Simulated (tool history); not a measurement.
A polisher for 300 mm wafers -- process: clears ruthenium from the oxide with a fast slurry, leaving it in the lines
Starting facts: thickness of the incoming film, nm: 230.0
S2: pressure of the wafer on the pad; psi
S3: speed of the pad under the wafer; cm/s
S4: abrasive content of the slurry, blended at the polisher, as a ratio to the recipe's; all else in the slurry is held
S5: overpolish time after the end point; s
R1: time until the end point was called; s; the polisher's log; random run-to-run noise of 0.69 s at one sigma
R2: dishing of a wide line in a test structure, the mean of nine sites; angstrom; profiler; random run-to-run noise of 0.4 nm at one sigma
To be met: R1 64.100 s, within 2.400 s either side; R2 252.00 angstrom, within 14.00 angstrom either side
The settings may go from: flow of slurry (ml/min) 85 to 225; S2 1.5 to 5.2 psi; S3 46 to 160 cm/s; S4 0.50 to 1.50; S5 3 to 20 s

Run 1, day 0.000: flow of slurry (ml/min) 145, S2 3.3 psi, S3 102 cm/s, S4 1.00, S5 10 s. Result: R1 54.972 s, R2 341.17 angstrom.
Run 2, day 0.121: flow of slurry (ml/min) 145, S2 3.3 psi, S3 102 cm/s, S4 1.10, S5 10 s. Result: R1 53.971 s, R2 354.52 angstrom.
Run 3, day 0.471: flow of slurry (ml/min) 145, S2 3.3 psi, S3 102 cm/s, S4 1.10, S5 14 s. Result: R1 53.642 s, R2 443.56 angstrom.
Run 4, day 0.838: flow of slurry (ml/min) 145, S2 3.3 psi, S3 102 cm/s, S4 1.10, S5 18 s. Result: R1 53.557 s, R2 520.93 angstrom.
Run 5, day 1.100: flow of slurry (ml/min) 150, S2 3.2 psi, S3 102 cm/s, S4 1.10, S5 16 s. Result: R1 55.290 s, R2 484.95 angstrom.
Run 6, day 1.142: flow of slurry (ml/min) 150, S2 3.2 psi, S3 102 cm/s, S4 0.95, S5 16 s. Result: R1 58.300 s, R2 471.35 angstrom.
Run 7, day 1.350: flow of slurry (ml/min) 165, S2 2.7 psi, S3 102 cm/s, S4 1.05, S5 11 s. Result: R1 64.625 s, R2 326.48 angstrom.
Run 8, day 1.621: flow of slurry (ml/min) 165, S2 2.7 psi, S3 102 cm/s, S4 1.05, S5 10 s. Result: R1 65.884 s, R2 303.62 angstrom.
Run 9, day 1.792: flow of slurry (ml/min) 165, S2 2.7 psi, S3 102 cm/s, S4 1.05, S5 9 s. Result: R1 63.840 s, R2 281.07 angstrom.

Which one of the following 4 next-run settings gets every result inside its allowed miss? There is exactly one.
Run A, day 1.962: flow of slurry (ml/min) 165, S2 3.0 psi, S3 94 cm/s, S4 1.05, S5 11 s. Result: R1 ?, R2 ?.
Run B, day 1.962: flow of slurry (ml/min) 155, S2 2.6 psi, S3 108 cm/s, S4 1.10, S5 11 s. Result: R1 ?, R2 ?.
Run C, day 1.962: flow of slurry (ml/min) 205, S2 2.9 psi, S3 102 cm/s, S4 1.05, S5 7 s. Result: R1 ?, R2 ?.
Run D, day 1.962: flow of slurry (ml/min) 170, S2 2.5 psi, S3 110 cm/s, S4 1.10, S5 8 s. Result: R1 ?, R2 ?.

move      R1      R2
   A  61.200  327.89
   B  62.722  321.57
   C  57.822  236.72
   D  63.405  245.21
A: the biggest miss grows against the last run
B: the biggest miss grows against the last run
C: the result that was furthest off in the last run now lies on the other side of its target
D: all results in spec
Move D is the one to make.

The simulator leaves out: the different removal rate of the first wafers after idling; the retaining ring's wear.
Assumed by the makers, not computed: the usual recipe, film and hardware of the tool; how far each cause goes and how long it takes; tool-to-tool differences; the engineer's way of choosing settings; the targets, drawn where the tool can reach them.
